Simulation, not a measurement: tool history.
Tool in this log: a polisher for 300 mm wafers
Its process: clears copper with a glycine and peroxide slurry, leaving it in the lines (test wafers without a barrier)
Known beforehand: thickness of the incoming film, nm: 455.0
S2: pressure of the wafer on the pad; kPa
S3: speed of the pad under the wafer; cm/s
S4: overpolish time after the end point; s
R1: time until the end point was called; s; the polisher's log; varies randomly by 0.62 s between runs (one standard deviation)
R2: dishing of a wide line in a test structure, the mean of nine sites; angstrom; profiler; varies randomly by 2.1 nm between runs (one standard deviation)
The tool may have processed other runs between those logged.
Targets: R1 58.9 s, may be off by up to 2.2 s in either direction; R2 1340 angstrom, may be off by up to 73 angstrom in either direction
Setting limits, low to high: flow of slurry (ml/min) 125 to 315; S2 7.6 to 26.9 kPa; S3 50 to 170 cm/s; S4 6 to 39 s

run 1 hour=0 | flow_of_slurry_(ml/min)=205 S2=17.2 S3=110 S4=20 | R1=89.068 R2=716.2
run 2 hour=2.8 | flow_of_slurry_(ml/min)=205 S2=18.6 S3=110 S4=21 | R1=83.73 R2=782.12
run 3 hour=11 | flow_of_slurry_(ml/min)=205 S2=19.3 S3=110 S4=22 | R1=80.114 R2=847.56
run 4 hour=17.3 | flow_of_slurry_(ml/min)=205 S2=20 S3=110 S4=23 | R1=78.055 R2=878.02
run 5 hour=18.5 | flow_of_slurry_(ml/min)=160 S2=20 S3=110 S4=23 | R1=83.023 R2=849.73
run 6 hour=19.5 | flow_of_slurry_(ml/min)=160 S2=20 S3=100 S4=23 | R1=88.865 R2=817.9
run 7 hour=22.2 | flow_of_slurry_(ml/min)=170 S2=20.7 S3=100 S4=24 | R1=84.395 R2=866.62
run 8 hour=30.3 | flow_of_slurry_(ml/min)=170 S2=20.7 S3=100 S4=24 | R1=85.223 R2=866.49
run 9 hour=33.8 | flow_of_slurry_(ml/min)=175 S2=21.4 S3=100 S4=25 | R1=82.932 R2=913.51
run 10 hour=39.6 | flow_of_slurry_(ml/min)=180 S2=22.1 S3=102 S4=25 | R1=79.095 R2=947.98
run 11 hour=47.1 | flow_of_slurry_(ml/min)=185 S2=22.8 S3=104 S4=25 | R1=75.334 R2=961.33
run 12 hour=47.9 | flow_of_slurry_(ml/min)=190 S2=23.4 S3=106 S4=26 | R1=72.124 R2=1058.7
run 13 hour=51.5 | flow_of_slurry_(ml/min)=195 S2=24.1 S3=106 S4=26 | R1=70.001 R2=1080.3
run 14 hour=52.7 | flow_of_slurry_(ml/min)=200 S2=24.8 S3=106 S4=26 | R1=67.575 R2=1109.5
run 15 hour=53.5 | flow_of_slurry_(ml/min)=205 S2=24.8 S3=106 S4=26 | R1=68.775 R2=1123.5
run 16 hour=57.8 | flow_of_slurry_(ml/min)=205 S2=24.8 S3=108 S4=26 | R1=67.473 R2=1127.3
run 17 hour=61.6 | flow_of_slurry_(ml/min)=215 S2=26.2 S3=112 S4=27 | R1=62.374 R2=1226.4
run 18 hour=67.6 | flow_of_slurry_(ml/min)=215 S2=26.2 S3=112 S4=27 | R1=61.963 R2=1238.9

Next run, 5 choices. One meets every target within its allowed miss, the rest don't. Which?
run A hour=73.6 | flow_of_slurry_(ml/min)=225 S2=26.2 S3=110 S4=25 | R1=? R2=?
run B hour=73.6 | flow_of_slurry_(ml/min)=230 S2=25.5 S3=108 S4=25 | R1=? R2=?
run C hour=73.6 | flow_of_slurry_(ml/min)=160 S2=26.9 S3=118 S4=29 | R1=? R2=?
run D hour=73.6 | flow_of_slurry_(ml/min)=235 S2=23.4 S3=116 S4=33 | R1=? R2=?
run E hour=73.6 | flow_of_slurry_(ml/min)=210 S2=25.5 S3=118 S4=23 | R1=? R2=?

move=A R1=61.522 R2=1149.3
move=B R1=63.813 R2=1117.5
move=C R1=59.607 R2=1303.1
move=D R1=64.374 R2=1331.5
move=E R1=59.758 R2=1100.2
A: its largest miss is bigger than the last run's
B: its largest miss is bigger than the last run's
C: every result within its allowed miss
D: its largest miss is bigger than the last run's
E: corrects the largest miss of the last run, while another result sits out of spec
Correct choice: C, which meets every target
